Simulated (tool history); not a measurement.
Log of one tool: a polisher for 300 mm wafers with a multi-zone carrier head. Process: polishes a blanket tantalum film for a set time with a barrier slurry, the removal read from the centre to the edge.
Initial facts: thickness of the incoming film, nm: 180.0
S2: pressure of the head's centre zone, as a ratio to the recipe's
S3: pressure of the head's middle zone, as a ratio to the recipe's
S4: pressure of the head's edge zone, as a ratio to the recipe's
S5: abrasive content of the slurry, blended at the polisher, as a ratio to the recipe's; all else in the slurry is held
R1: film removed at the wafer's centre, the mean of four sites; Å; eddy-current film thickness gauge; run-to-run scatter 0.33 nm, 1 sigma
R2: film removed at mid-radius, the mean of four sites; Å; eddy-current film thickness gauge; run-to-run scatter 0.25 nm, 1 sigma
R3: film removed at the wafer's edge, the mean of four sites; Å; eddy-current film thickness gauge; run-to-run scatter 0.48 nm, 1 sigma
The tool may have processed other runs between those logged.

Run 1, hour 0.0: flow of slurry (ml/min) 190, S2 1.00, S3 1.00, S4 1.00, S5 1.00, polishing time (s) 32. Result: R1 514.20 Å, R2 495.81 Å, R3 502.90 Å.
Run 2, hour 5.0: flow of slurry (ml/min) 180, S2 0.96, S3 1.01, S4 0.99, S5 0.90, polishing time (s) 31. Result: R1 445.68 Å, R2 462.48 Å, R3 475.03 Å.
Run 3, hour 9.1: flow of slurry (ml/min) 185, S2 0.95, S3 1.03, S4 0.96, S5 0.80, polishing time (s) 30. Result: R1 412.82 Å, R2 436.56 Å, R3 430.46 Å.
Run 4, hour 10.4: flow of slurry (ml/min) 185, S2 0.95, S3 1.03, S4 0.96, S5 0.90, polishing time (s) 30. Result: R1 429.20 Å, R2 456.00 Å, R3 448.36 Å.
Run 5, hour 16.4: flow of slurry (ml/min) 185, S2 0.95, S3 0.95, S4 0.96, S5 0.90, polishing time (s) 30. Result: R1 443.11 Å, R2 439.51 Å, R3 447.91 Å.
Run 6, hour 23.7: flow of slurry (ml/min) 185, S2 0.95, S3 0.95, S4 0.96, S5 0.75, polishing time (s) 30. Result: R1 397.85 Å, R2 402.18 Å, R3 416.36 Å.
Run 7, hour 31.5: flow of slurry (ml/min) 180, S2 0.92, S3 0.96, S4 0.93, S5 0.70, polishing time (s) 30. Result: R1 371.12 Å, R2 398.95 Å, R3 403.94 Å.
Run 8, hour 36.6: flow of slurry (ml/min) 180, S2 0.90, S3 0.97, S4 0.91, S5 0.65, polishing time (s) 30. Result: R1 352.17 Å, R2 384.09 Å, R3 384.26 Å.
Run 9, hour 41.7: flow of slurry (ml/min) 175, S2 0.88, S3 0.98, S4 0.89, S5 0.65, polishing time (s) 30. Result: R1 344.06 Å, R2 380.11 Å, R3 379.87 Å.
Run 10, hour 43.2: flow of slurry (ml/min) 170, S2 0.87, S3 1.00, S4 0.88, S5 0.60, polishing time (s) 30. Result: R1 316.43 Å, R2 367.88 Å, R3 355.89 Å.
Run 11, hour 46.4: flow of slurry (ml/min) 165, S2 0.86, S3 1.01, S4 0.88, S5 0.60, polishing time (s) 30. Result: R1 323.09 Å, R2 368.05 Å, R3 354.52 Å.
Run 12, hour 50.2: flow of slurry (ml/min) 175, S2 0.85, S3 1.02, S4 0.88, S5 0.60, polishing time (s) 30. Result: R1 314.90 Å, R2 376.51 Å, R3 355.60 Å.

Estimate the outcome of run 13 from the log above:
Run 13, hour 57.1: flow of slurry (ml/min) 170, S2 0.84, S3 1.03, S4 0.88, S5 0.60, polishing time (s) 30. Result: R1 ?, R2 ?, R3 ?.

R1: 308.53 Å
R2: 378.71 Å
R3: 358.85 Å
